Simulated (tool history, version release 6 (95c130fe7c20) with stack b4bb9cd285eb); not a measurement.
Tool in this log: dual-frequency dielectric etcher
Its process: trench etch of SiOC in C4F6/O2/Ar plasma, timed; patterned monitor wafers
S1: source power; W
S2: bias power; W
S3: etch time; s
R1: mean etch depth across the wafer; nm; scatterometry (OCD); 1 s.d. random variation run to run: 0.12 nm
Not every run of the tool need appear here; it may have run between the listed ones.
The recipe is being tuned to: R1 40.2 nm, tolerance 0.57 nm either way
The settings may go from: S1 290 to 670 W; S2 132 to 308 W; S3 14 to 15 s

| run | day | S1 | S2 | S3 | R1 |
|---|---|---|---|---|---|
| 1 | 0 | 480 | 220 | 15 | 34.768 |
| 2 | 0.217 | 480 | 191 | 15 | 33.147 |
| 3 | 0.246 | 410 | 191 | 15 | 30.906 |
| 4 | 0.4 | 410 | 191 | 15 | 30.953 |
| 5 | 0.525 | 460 | 194 | 15 | 32.796 |
| 6 | 0.875 | 460 | 165 | 15 | 30.718 |
| 7 | 1.221 | 500 | 173 | 15 | 32.724 |
| 8 | 1.492 | 530 | 177 | 15 | 33.627 |
| 9 | 1.688 | 560 | 183 | 15 | 34.833 |
| 10 | 2.012 | 580 | 188 | 15 | 35.684 |
| 11 | 2.321 | 600 | 193 | 15 | 36.485 |
| 12 | 2.408 | 610 | 198 | 15 | 37.13 |
| 13 | 2.508 | 620 | 202 | 15 | 37.761 |

Exactly one of the 5 candidate moves below puts every result within its allowed miss. Which one?
| A | 2.608 | 590 | 216 | 14.5 | ? |
| B | 2.608 | 580 | 198 | 14.5 | ? |
| C | 2.608 | 620 | 215 | 15 | ? |
| D | 2.608 | 670 | 244 | 14.5 | ? |
| E | 2.608 | 530 | 237 | 14 | ? |

| move | R1 |
|---|---|
| A | 36.473 |
| B | 35.096 |
| C | 38.462 |
| D | 40.196 |
| E | 34.816 |
A: further off than the last run
B: further off than the last run
C: closer than the last run, but not yet in spec
D: every result within its allowed miss
E: further off than the last run
D meets every target.
